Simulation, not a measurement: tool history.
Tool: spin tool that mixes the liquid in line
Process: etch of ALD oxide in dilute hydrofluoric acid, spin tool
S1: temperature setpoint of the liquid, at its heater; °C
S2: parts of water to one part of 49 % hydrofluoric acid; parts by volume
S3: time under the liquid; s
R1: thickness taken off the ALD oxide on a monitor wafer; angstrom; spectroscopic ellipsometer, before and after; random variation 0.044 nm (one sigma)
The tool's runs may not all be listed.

Run 1, hour 0: S1 20 °C, S2 280 parts by volume, S3 50 s. Result: R1 15.756 angstrom.
Run 2, hour 7.5: S1 21 °C, S2 260 parts by volume, S3 50 s. Result: R1 17.841 angstrom.
Run 3, hour 13.7: S1 21 °C, S2 320 parts by volume, S3 50 s. Result: R1 13.66 angstrom.
Run 4, hour 18.1: S1 22 °C, S2 295 parts by volume, S3 50 s. Result: R1 15.803 angstrom.
Run 5, hour 19.5: S1 24 °C, S2 295 parts by volume, S3 50 s. Result: R1 16.991 angstrom.
Run 6, hour 26.3: S1 24.5 °C, S2 270 parts by volume, S3 50 s. Result: R1 18.964 angstrom.
Run 7, hour 34.5: S1 25 °C, S2 250 parts by volume, S3 50 s. Result: R1 21.53 angstrom.
Run 8, hour 41.4: S1 25.5 °C, S2 235 parts by volume, S3 50 s. Result: R1 23.437 angstrom.

Forecast run 9:
Run 9, hour 42.6: S1 26 °C, S2 220 parts by volume, S3 50 s. Result: R1 ?.

R1: 26.289 angstrom

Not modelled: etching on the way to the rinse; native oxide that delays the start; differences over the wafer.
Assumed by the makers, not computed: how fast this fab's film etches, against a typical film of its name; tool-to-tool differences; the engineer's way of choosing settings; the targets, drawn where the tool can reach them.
